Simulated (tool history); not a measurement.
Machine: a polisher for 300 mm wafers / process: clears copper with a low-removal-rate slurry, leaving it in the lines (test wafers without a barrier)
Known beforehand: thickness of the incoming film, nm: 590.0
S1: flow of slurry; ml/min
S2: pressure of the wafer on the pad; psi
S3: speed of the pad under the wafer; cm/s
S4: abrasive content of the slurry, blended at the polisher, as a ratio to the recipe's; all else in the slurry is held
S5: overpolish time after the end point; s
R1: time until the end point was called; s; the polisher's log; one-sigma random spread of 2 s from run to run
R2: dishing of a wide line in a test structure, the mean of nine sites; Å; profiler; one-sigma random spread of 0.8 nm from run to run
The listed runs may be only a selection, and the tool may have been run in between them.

{"run": 1, "day": 0.0, "S1": 275, "S2": 3, "S3": 136, "S4": 1, "S5": 24, "R1": 145.46, "R2": 558.21}
{"run": 2, "day": 0.242, "S1": 225, "S2": 3, "S3": 136, "S4": 1, "S5": 24, "R1": 148.04, "R2": 523.02}
{"run": 3, "day": 0.579, "S1": 225, "S2": 2.6, "S3": 136, "S4": 1, "S5": 24, "R1": 164.18, "R2": 480.5}
{"run": 4, "day": 0.854, "S1": 175, "S2": 2.6, "S3": 136, "S4": 1, "S5": 24, "R1": 167.74, "R2": 469.82}
{"run": 5, "day": 1.225, "S1": 175, "S2": 2.7, "S3": 136, "S4": 1, "S5": 22, "R1": 164.59, "R2": 453.57}
{"run": 6, "day": 1.279, "S1": 175, "S2": 2.8, "S3": 136, "S4": 1, "S5": 20, "R1": 160.12, "R2": 431.02}
{"run": 7, "day": 1.629, "S1": 175, "S2": 2.9, "S3": 136, "S4": 1, "S5": 19, "R1": 157.6, "R2": 435.19}

Run 8 has not been measured yet. What should we expect?
{"run": 8, "day": 1.808, "S1": 175, "S2": 3, "S3": 136, "S4": 1, "S5": 18, "R1": "?", "R2": "?"}

Run 8 produced R1 151.71 s, R2 430.24 Å.
